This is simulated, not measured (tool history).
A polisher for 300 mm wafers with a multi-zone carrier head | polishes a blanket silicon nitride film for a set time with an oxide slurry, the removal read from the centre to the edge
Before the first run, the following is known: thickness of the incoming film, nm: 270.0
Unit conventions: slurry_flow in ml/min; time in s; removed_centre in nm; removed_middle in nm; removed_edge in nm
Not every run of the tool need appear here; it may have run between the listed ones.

Run 1, hour 0.0: slurry_flow 315 ml/min, centre_zone 1.00, middle_zone 1.00, edge_zone 1.00, slurry_solids 1.00, time 63 s. Result: removed_centre 34.658 nm, removed_middle 30.938 nm, removed_edge 30.491 nm.
Run 2, hour 4.3: slurry_flow 305 ml/min, centre_zone 0.99, middle_zone 0.96, edge_zone 1.00, slurry_solids 0.90, time 57 s. Result: removed_centre 30.127 nm, removed_middle 25.967 nm, removed_edge 26.990 nm.
Run 3, hour 6.8: slurry_flow 305 ml/min, centre_zone 0.99, middle_zone 0.96, edge_zone 1.05, slurry_solids 0.90, time 57 s. Result: removed_centre 29.655 nm, removed_middle 26.358 nm, removed_edge 27.468 nm.
Run 4, hour 9.1: slurry_flow 300 ml/min, centre_zone 0.97, middle_zone 0.93, edge_zone 1.02, slurry_solids 0.80, time 52 s. Result: removed_centre 25.276 nm, removed_middle 22.027 nm, removed_edge 22.861 nm.
Run 5, hour 17.1: slurry_flow 285 ml/min, centre_zone 0.97, middle_zone 0.91, edge_zone 1.04, slurry_solids 0.75, time 49 s. Result: removed_centre 22.920 nm, removed_middle 19.643 nm, removed_edge 21.547 nm.
At hour 18.3: centre zone pressure recalibrated.
Run 6, hour 18.3: slurry_flow 285 ml/min, centre_zone 0.97, middle_zone 0.97, edge_zone 1.04, slurry_solids 0.75, time 49 s. Result: removed_centre 20.894 nm, removed_middle 20.827 nm, removed_edge 21.679 nm.

Run 7, settings as shown, results not yet in. Your forecast:
Run 7, hour 20.2: slurry_flow 270 ml/min, centre_zone 0.96, middle_zone 0.94, edge_zone 1.03, slurry_solids 0.70, time 47 s. Result: removed_centre ?, removed_middle ?, removed_edge ?.

Run 7 yielded removed_centre 19.351 nm, removed_middle 18.709 nm, removed_edge 19.632 nm.
